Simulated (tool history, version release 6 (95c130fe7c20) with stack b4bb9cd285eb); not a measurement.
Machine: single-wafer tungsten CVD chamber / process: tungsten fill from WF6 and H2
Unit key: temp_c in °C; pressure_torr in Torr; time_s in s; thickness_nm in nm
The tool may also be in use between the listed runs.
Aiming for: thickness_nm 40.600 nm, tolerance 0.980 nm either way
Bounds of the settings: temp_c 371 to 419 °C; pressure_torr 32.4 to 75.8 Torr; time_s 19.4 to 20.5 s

| run | hour | temp_c | pressure_torr | time_s | thickness_nm |
|---|---|---|---|---|---|
| 1 | 0.0 | 395 | 54.1 | 20.5 | 68.387 |
| 2 | 4.1 | 388 | 51.5 | 20.4 | 56.748 |
| 3 | 9.0 | 388 | 55.2 | 20.4 | 59.136 |
| 4 | 17.0 | 395 | 55.2 | 20.4 | 68.557 |
| 5 | 18.6 | 388 | 54.4 | 20.4 | 58.285 |
| 6 | 26.0 | 388 | 54.4 | 20.5 | 58.550 |
| 7 | 30.8 | 383 | 54.1 | 20.5 | 52.179 |
| 8 | 38.6 | 380 | 53.9 | 20.5 | 48.803 |
| 9 | 42.2 | 377 | 53.8 | 20.5 | 45.326 |
| 10 | 47.8 | 376 | 53.7 | 20.5 | 44.182 |
| 11 | 51.7 | 375 | 53.6 | 20.5 | 42.891 |
| 12 | 54.2 | 374 | 53.6 | 20.5 | 42.194 |

Pick the move, out of 4, that brings all results within their allowed miss; only one does.
| A | 56.7 | 373 | 56.5 | 19.4 | ? |
| B | 56.7 | 379 | 40.8 | 20.2 | ? |
| C | 56.7 | 379 | 48.6 | 20.5 | ? |
| D | 56.7 | 382 | 36.9 | 20.4 | ? |

| move | thickness_nm |
|---|---|
| A | 40.212 |
| B | 38.068 |
| C | 44.235 |
| D | 37.772 |
A: all results land within tolerance of their targets
B: moves the result that the last run missed by most past its target, out the other side
C: misses by more than the last run did
D: moves the result that the last run missed by most past its target, out the other side
Move A is the one to make.
